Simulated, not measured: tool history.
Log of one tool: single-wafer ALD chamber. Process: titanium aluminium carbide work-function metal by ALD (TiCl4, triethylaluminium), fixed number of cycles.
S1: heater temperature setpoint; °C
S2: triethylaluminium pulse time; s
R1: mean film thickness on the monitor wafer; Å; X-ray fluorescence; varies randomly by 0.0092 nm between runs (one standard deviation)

{"run": 1, "hour": 0.0, "S1": 320, "S2": 8.19, "R1": 22.096}
{"run": 2, "hour": 3.7, "S1": 318, "S2": 7.93, "R1": 22.006}
{"run": 3, "hour": 9.1, "S1": 309, "S2": 7.93, "R1": 21.041}
{"run": 4, "hour": 15.1, "S1": 309, "S2": 6, "R1": 19.126}
{"run": 5, "hour": 17.0, "S1": 302, "S2": 6, "R1": 18.484}
{"run": 6, "hour": 19.2, "S1": 303, "S2": 6.03, "R1": 18.776}
{"run": 7, "hour": 24.7, "S1": 303, "S2": 6.03, "R1": 18.732}

Expected results for the next run?
{"run": 8, "hour": 25.9, "S1": 304, "S2": 6.05, "R1": "?"}

{"run 8": {"R1": 19.039}}

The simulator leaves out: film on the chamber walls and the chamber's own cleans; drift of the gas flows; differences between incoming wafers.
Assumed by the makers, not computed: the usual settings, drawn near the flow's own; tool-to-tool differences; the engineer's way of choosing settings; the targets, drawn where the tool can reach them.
